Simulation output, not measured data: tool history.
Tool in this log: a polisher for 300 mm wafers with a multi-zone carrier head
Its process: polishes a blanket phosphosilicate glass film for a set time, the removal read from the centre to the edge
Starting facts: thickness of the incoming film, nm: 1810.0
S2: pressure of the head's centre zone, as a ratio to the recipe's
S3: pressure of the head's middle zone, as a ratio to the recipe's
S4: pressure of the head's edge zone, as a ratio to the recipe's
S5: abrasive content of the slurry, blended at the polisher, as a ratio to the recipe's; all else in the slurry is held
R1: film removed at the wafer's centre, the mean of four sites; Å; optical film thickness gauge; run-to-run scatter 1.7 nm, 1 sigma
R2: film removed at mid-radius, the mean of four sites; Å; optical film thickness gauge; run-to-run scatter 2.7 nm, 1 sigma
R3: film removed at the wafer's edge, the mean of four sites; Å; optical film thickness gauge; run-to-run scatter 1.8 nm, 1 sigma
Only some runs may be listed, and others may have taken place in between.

{"run": 1, "hour": 0.0, "flow of slurry (ml/min)": 190, "S2": 1, "S3": 1, "S4": 1, "S5": 1, "polishing time (s)": 41, "R1": 4269.6, "R2": 4339.5, "R3": 4389.7}
{"run": 2, "hour": 0.9, "flow of slurry (ml/min)": 190, "S2": 1, "S3": 1.08, "S4": 1, "S5": 1, "polishing time (s)": 41, "R1": 4345.5, "R2": 4693.7, "R3": 4289.8}
{"run": 3, "hour": 6.3, "flow of slurry (ml/min)": 190, "S2": 1, "S3": 1.08, "S4": 1, "S5": 0.85, "polishing time (s)": 41, "R1": 4006.1, "R2": 4287.8, "R3": 4091.9}
{"run": 4, "hour": 12.0, "flow of slurry (ml/min)": 190, "S2": 1.03, "S3": 1.07, "S4": 0.96, "S5": 0.75, "polishing time (s)": 35, "R1": 3270.4, "R2": 3372.9, "R3": 3185.2}
{"run": 5, "hour": 21.0, "flow of slurry (ml/min)": 185, "S2": 1.05, "S3": 1.04, "S4": 0.92, "S5": 0.65, "polishing time (s)": 33, "R1": 2906.2, "R2": 2908.1, "R3": 2749.3}
{"run": 6, "hour": 29.7, "flow of slurry (ml/min)": 185, "S2": 1.05, "S3": 1.04, "S4": 0.92, "S5": 0.8, "polishing time (s)": 33, "R1": 3256.2, "R2": 3180.2, "R3": 3005.8}
{"run": 7, "hour": 31.2, "flow of slurry (ml/min)": 180, "S2": 1.06, "S3": 1.01, "S4": 0.89, "S5": 0.7, "polishing time (s)": 32, "R1": 2936.1, "R2": 2877.5, "R3": 2724.6}
{"run": 8, "hour": 37.6, "flow of slurry (ml/min)": 180, "S2": 1.07, "S3": 0.98, "S4": 0.88, "S5": 0.65, "polishing time (s)": 31, "R1": 2769.7, "R2": 2530.9, "R3": 2472.8}

What will run 9 give?
{"run": 9, "hour": 46.4, "flow of slurry (ml/min)": 175, "S2": 1.06, "S3": 0.96, "S4": 0.86, "S5": 0.6, "polishing time (s)": 31, "R1": "?", "R2": "?", "R3": "?"}

{"run 9": {"R1": 2608.7, "R2": 2434.9, "R3": 2367.3}}
